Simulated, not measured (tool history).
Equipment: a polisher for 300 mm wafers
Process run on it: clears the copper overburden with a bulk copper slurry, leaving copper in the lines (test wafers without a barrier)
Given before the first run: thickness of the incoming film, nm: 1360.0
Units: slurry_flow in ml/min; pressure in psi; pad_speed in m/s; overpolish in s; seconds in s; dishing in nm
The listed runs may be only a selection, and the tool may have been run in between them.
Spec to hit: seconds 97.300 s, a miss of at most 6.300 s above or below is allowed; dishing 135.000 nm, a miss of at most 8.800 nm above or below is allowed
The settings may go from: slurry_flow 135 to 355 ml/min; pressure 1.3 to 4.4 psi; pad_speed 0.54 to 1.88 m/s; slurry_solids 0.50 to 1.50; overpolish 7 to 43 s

run,day,slurry_flow,pressure,pad_speed,slurry_solids,overpolish,seconds,dishing
1,0.000,225,2.8,1.20,1.00,22,131.060,100.820
2,0.308,225,2.3,1.20,1.00,22,156.520,86.988
3,0.525,225,2.8,1.20,1.00,22,129.880,96.230
4,0.654,225,2.9,1.20,1.00,23,124.280,101.980
5,0.788,225,2.6,1.20,1.00,23,140.330,95.460
6,0.879,205,2.6,1.20,1.00,23,140.970,95.943
7,0.954,205,2.7,1.20,1.00,24,138.620,97.490
8,1.004,210,2.8,1.20,1.00,25,135.800,100.600
9,1.254,215,2.9,1.20,1.00,26,127.590,106.010

Of the 5 settings listed for the next run, only one would bring every result within its allowed miss of target. Which one?
A,1.504,165,3.4,1.38,1.10,34,?,?
B,1.504,140,3.3,1.62,1.20,24,?,?
C,1.504,190,2.3,0.96,1.00,28,?,?
D,1.504,155,4.2,1.34,0.95,24,?,?
E,1.504,180,3.7,1.22,0.70,40,?,?

move,seconds,dishing
A,94.916,135.580
B,83.596,127.380
C,198.260,88.646
D,83.056,133.690
E,109.050,138.870
A: each result inside its tolerance
B: pushes the last run's worst result past its target
C: lands further from the targets than the last run did
D: pushes the last run's worst result past its target
E: nearer the targets than the last run, but a result is still out of spec
Go with A: it meets all targets.
